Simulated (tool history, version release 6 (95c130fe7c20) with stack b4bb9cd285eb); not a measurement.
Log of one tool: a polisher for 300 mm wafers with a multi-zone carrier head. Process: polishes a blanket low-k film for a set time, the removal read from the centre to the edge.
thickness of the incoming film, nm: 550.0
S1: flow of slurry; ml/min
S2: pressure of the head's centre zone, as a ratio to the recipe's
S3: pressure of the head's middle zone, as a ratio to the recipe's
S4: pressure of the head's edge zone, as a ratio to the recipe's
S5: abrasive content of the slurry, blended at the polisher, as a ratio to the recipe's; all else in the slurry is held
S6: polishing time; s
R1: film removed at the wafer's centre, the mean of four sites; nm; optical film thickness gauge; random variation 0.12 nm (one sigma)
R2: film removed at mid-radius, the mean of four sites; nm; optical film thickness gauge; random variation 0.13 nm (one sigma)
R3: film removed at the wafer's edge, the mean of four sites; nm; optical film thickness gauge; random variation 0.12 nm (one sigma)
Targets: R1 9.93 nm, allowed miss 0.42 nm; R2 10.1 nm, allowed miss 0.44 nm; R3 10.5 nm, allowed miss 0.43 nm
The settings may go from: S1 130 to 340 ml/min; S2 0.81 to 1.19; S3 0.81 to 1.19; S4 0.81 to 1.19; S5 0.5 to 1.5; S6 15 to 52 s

{"run": 1, "day": 0.0, "S1": 220, "S2": 1, "S3": 1, "S4": 1, "S5": 1, "S6": 33, "R1": 15.928, "R2": 15.726, "R3": 16.308}
{"run": 2, "day": 0.35, "S1": 215, "S2": 0.98, "S3": 0.98, "S4": 0.97, "S5": 0.85, "S6": 32, "R1": 14.602, "R2": 14.721, "R3": 14.711}
{"run": 3, "day": 0.525, "S1": 265, "S2": 0.98, "S3": 0.98, "S4": 0.97, "S5": 0.85, "S6": 32, "R1": 15.05, "R2": 14.854, "R3": 14.54}
{"run": 4, "day": 0.679, "S1": 260, "S2": 0.95, "S3": 0.95, "S4": 0.98, "S5": 0.75, "S6": 30, "R1": 12.96, "R2": 13.082, "R3": 13.527}
{"run": 5, "day": 0.725, "S1": 260, "S2": 0.95, "S3": 0.95, "S4": 0.98, "S5": 0.75, "S6": 25, "R1": 11.097, "R2": 10.916, "R3": 11.266}
{"run": 6, "day": 0.867, "S1": 260, "S2": 0.95, "S3": 0.95, "S4": 1.01, "S5": 0.75, "S6": 25, "R1": 10.927, "R2": 11.052, "R3": 11.501}
{"run": 7, "day": 1.192, "S1": 260, "S2": 0.94, "S3": 0.94, "S4": 1, "S5": 0.7, "S6": 25, "R1": 10.629, "R2": 10.386, "R3": 11.146}
{"run": 8, "day": 1.279, "S1": 260, "S2": 0.93, "S3": 0.94, "S4": 0.99, "S5": 0.7, "S6": 25, "R1": 10.22, "R2": 10.641, "R3": 11.024}
{"run": 9, "day": 1.4, "S1": 260, "S2": 0.93, "S3": 0.93, "S4": 0.98, "S5": 0.7, "S6": 25, "R1": 10.387, "R2": 10.494, "R3": 11.15}

4 next moves are on the table. One of them brings every result within its allowed miss. Which?
{"run": "A", "day": 1.521, "S1": 280, "S2": 0.94, "S3": 0.95, "S4": 1.01, "S5": 0.85, "S6": 22, "R1": "?", "R2": "?", "R3": "?"}
{"run": "B", "day": 1.521, "S1": 255, "S2": 1.01, "S3": 0.93, "S4": 0.98, "S5": 0.7, "S6": 24, "R1": "?", "R2": "?", "R3": "?"}
{"run": "C", "day": 1.521, "S1": 285, "S2": 0.89, "S3": 0.81, "S4": 1.06, "S5": 0.6, "S6": 26, "R1": "?", "R2": "?", "R3": "?"}
{"run": "D", "day": 1.521, "S1": 210, "S2": 0.87, "S3": 0.94, "S4": 0.97, "S5": 0.75, "S6": 24, "R1": "?", "R2": "?", "R3": "?"}

move=A R1=9.9747 R2=10.001 R3=10.377
move=B R1=10.849 R2=9.9486 R3=10.402
move=C R1=9.976 R2=9.2738 R3=11.233
move=D R1=9.2675 R2=10.003 R3=10.379
A: meets every target
B: brings the result that was furthest off to its target, and leaves another outside
C: further off than the last run
D: brings the result that was furthest off to its target, and leaves another outside
Answer: A
